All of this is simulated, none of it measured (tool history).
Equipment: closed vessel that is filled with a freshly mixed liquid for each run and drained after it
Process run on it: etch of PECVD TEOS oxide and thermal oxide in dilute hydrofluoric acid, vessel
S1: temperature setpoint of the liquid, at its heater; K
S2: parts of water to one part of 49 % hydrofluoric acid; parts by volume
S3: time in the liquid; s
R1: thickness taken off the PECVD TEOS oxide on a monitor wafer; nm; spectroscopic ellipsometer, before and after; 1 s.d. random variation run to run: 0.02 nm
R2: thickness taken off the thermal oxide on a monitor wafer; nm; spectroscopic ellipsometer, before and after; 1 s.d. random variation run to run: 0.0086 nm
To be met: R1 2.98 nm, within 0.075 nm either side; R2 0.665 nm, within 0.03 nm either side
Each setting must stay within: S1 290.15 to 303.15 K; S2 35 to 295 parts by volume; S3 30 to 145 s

run,day,S1,S2,S3,R1,R2
1,0,295.15,165,75,8.5131,1.9079
2,0.288,293.65,200,75,6.3559,1.4108
3,0.425,293.65,235,75,5.3093,1.1806
4,0.496,292.65,255,75,4.5946,1
5,0.821,292.65,275,75,4.1626,0.91417
6,1.046,292.65,275,50,2.792,0.61357
7,1.333,292.65,275,50,2.798,0.6189
8,1.612,293.15,275,50,2.8465,0.63979
9,1.875,293.15,270,50,2.9028,0.65401

Exercise: of the 4 proposed moves below, exactly one satisfies all targets within the stated allowed misses. Which move is it?
A,2.138,294.65,290,50,?,?
B,2.138,301.65,265,35,?,?
C,2.138,292.65,280,55,?,?
D,2.138,297.15,285,45,?,?

move,R1,R2
A,2.7892,0.6244
B,2.7958,0.62588
C,2.9807,0.66726
D,2.8051,0.62795
A: moves away from the targets compared with the last run
B: moves away from the targets compared with the last run
C: meets every target
D: moves away from the targets compared with the last run
Move C is the one to make.
